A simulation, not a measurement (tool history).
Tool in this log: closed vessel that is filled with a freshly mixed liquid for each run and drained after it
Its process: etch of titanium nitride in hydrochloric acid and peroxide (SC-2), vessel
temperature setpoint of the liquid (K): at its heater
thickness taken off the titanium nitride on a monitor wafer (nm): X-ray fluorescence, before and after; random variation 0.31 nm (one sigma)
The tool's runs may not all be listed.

| run | hour | temperature setpoint of the liquid (K) | parts of water to one part each of 37 % hydrochloric acid and 30 % peroxide (parts by volume) | time in the liquid (s) | thickness taken off the titanium nitride on a monitor wafer (nm) |
|---|---|---|---|---|---|
| 1 | 0.0 | 332.15 | 9.5 | 530 | 36.460 |
| 2 | 5.0 | 332.15 | 9.5 | 570 | 40.032 |
| 3 | 10.9 | 332.15 | 9.5 | 570 | 39.880 |
| 4 | 16.0 | 332.15 | 9.5 | 570 | 39.773 |
| 5 | 24.4 | 332.15 | 8.0 | 570 | 45.657 |
| 6 | 32.0 | 332.15 | 5.0 | 570 | 65.334 |
| 7 | 37.9 | 328.65 | 5.0 | 570 | 52.406 |
| 8 | 38.8 | 328.65 | 5.0 | 570 | 52.767 |
| 9 | 43.7 | 325.65 | 5.0 | 570 | 43.095 |
| 10 | 49.0 | 320.15 | 5.0 | 570 | 29.660 |

Predict the results of run 11:
| 11 | 57.7 | 320.15 | 5.0 | 570 | ? |

thickness taken off the titanium nitride on a monitor wafer (nm): 29.513
